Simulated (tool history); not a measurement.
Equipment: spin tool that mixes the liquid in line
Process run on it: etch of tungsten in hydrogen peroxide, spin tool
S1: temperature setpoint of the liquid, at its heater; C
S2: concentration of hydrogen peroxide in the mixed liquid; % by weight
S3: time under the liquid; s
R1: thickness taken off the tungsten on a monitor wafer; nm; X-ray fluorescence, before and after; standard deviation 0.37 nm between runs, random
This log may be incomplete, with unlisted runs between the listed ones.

run 1 hour=0.0 | S1=50.0 S2=22.5 S3=45 | R1=54.461
run 2 hour=3.8 | S1=51.0 S2=22.5 S3=45 | R1=58.385
run 3 hour=5.2 | S1=52.0 S2=22.5 S3=45 | R1=61.505
run 4 hour=8.3 | S1=53.0 S2=22.5 S3=45 | R1=65.948
run 5 hour=16.8 | S1=53.5 S2=22.5 S3=45 | R1=67.829
run 6 hour=22.7 | S1=48.0 S2=22.5 S3=45 | R1=48.269
run 7 hour=26.6 | S1=49.0 S2=22.5 S3=45 | R1=51.580
run 8 hour=32.5 | S1=50.0 S2=22.5 S3=45 | R1=54.898

Run 9, settings as shown, results not yet in. Your forecast:
run 9 hour=36.2 | S1=50.0 S2=22.5 S3=45 | R1=?

For run 9 the tool returned R1 54.600 nm.
